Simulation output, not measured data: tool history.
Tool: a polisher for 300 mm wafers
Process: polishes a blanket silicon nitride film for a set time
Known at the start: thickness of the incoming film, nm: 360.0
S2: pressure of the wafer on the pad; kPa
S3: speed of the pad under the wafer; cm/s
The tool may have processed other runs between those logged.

run 1 hour=0.0 | flow_of_slurry_(ml/min)=190 S2=16.5 S3=90 polishing_time_(s)=41 | film_removed_(nm)=38.638
run 2 hour=9.0 | flow_of_slurry_(ml/min)=190 S2=16.5 S3=100 polishing_time_(s)=41 | film_removed_(nm)=42.269
run 3 hour=11.1 | flow_of_slurry_(ml/min)=190 S2=16.5 S3=116 polishing_time_(s)=41 | film_removed_(nm)=46.743
run 4 hour=14.4 | flow_of_slurry_(ml/min)=190 S2=16.5 S3=116 polishing_time_(s)=36 | film_removed_(nm)=41.594
run 5 hour=21.7 | flow_of_slurry_(ml/min)=215 S2=16.5 S3=116 polishing_time_(s)=36 | film_removed_(nm)=41.844
run 6 hour=27.5 | flow_of_slurry_(ml/min)=215 S2=15.9 S3=116 polishing_time_(s)=36 | film_removed_(nm)=40.256
run 7 hour=36.4 | flow_of_slurry_(ml/min)=215 S2=15.2 S3=116 polishing_time_(s)=36 | film_removed_(nm)=38.729
run 8 hour=39.1 | flow_of_slurry_(ml/min)=215 S2=14.5 S3=116 polishing_time_(s)=36 | film_removed_(nm)=36.889

Forecast run 9:
run 9 hour=47.1 | flow_of_slurry_(ml/min)=215 S2=14.5 S3=116 polishing_time_(s)=36 | film_removed_(nm)=?

Run 9 measured film removed (nm) 37.017.

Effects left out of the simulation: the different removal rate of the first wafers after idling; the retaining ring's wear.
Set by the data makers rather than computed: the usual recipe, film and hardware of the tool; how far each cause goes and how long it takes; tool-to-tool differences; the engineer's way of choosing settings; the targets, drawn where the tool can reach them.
